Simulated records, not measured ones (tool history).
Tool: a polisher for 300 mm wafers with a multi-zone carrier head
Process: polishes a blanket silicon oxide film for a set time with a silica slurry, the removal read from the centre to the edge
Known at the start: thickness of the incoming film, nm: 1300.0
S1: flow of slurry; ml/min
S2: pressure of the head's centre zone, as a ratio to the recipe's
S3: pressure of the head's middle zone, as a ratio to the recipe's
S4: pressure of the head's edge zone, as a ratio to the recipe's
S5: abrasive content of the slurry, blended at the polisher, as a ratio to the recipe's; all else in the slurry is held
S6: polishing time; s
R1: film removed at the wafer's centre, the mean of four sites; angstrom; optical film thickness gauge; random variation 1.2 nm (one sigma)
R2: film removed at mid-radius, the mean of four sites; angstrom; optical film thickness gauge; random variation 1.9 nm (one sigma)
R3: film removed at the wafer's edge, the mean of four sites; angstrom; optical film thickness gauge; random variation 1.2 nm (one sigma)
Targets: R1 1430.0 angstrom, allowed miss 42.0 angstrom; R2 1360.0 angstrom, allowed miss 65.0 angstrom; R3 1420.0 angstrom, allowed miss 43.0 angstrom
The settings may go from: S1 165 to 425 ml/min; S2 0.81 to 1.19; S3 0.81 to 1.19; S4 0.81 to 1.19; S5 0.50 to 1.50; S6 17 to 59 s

run	hour	S1	S2	S3	S4	S5	S6	R1	R2	R3
1	0.0	275	1.00	1.00	1.00	1.00	38	2064.4	2077.6	2031.1
2	4.5	275	1.00	1.00	1.00	1.00	34	1815.4	1859.4	1792.9
3	13.3	275	1.00	1.00	1.00	0.85	34	1751.0	1752.5	1699.3
4	19.5	270	0.98	0.97	0.98	0.80	34	1657.2	1654.3	1647.1
5	24.1	205	0.98	0.97	0.98	0.80	34	1594.1	1612.0	1601.4
6	29.1	205	1.04	0.97	0.98	0.80	34	1682.0	1590.4	1578.4
7	33.9	200	1.03	0.95	0.97	0.75	34	1628.5	1504.2	1554.9
8	36.9	195	1.02	0.94	0.96	0.75	34	1609.2	1489.3	1519.2
9	44.9	190	1.00	0.93	0.95	0.75	34	1591.8	1527.4	1533.6
10	46.9	190	0.99	0.92	0.95	0.70	34	1538.1	1443.5	1522.2
11	52.4	190	0.99	0.92	0.94	0.70	34	1525.7	1489.7	1494.6
12	55.1	190	0.99	0.91	0.94	0.70	34	1530.1	1441.2	1484.0
13	58.6	190	0.98	0.90	0.93	0.70	34	1518.5	1380.6	1465.3
14	67.0	190	0.97	0.90	0.92	0.70	34	1497.9	1393.4	1489.0
15	74.6	190	0.96	0.91	0.88	0.60	34	1414.2	1344.3	1345.3
16	75.8	195	0.96	0.91	0.89	0.60	34	1400.9	1360.8	1366.3

5 next moves are on the table. One of them brings every result within its allowed miss. Which?
A	77.0	165	0.89	0.85	0.83	0.70	35	?	?	?
B	77.0	225	1.05	0.94	0.94	0.60	31	?	?	?
C	77.0	170	1.06	0.92	0.89	0.90	28	?	?	?
D	77.0	165	1.07	0.99	0.81	0.60	32	?	?	?
E	77.0	165	0.94	0.96	0.91	0.50	35	?	?	?

move	R1	R2	R3
A	1427.8	1404.5	1413.4
B	1405.0	1331.9	1289.7
C	1421.7	1320.8	1282.7
D	1401.5	1375.6	1204.9
E	1308.4	1370.6	1298.1
A: meets every target
B: further off than the last run
C: further off than the last run
D: further off than the last run
E: further off than the last run
Move A is the one to make.

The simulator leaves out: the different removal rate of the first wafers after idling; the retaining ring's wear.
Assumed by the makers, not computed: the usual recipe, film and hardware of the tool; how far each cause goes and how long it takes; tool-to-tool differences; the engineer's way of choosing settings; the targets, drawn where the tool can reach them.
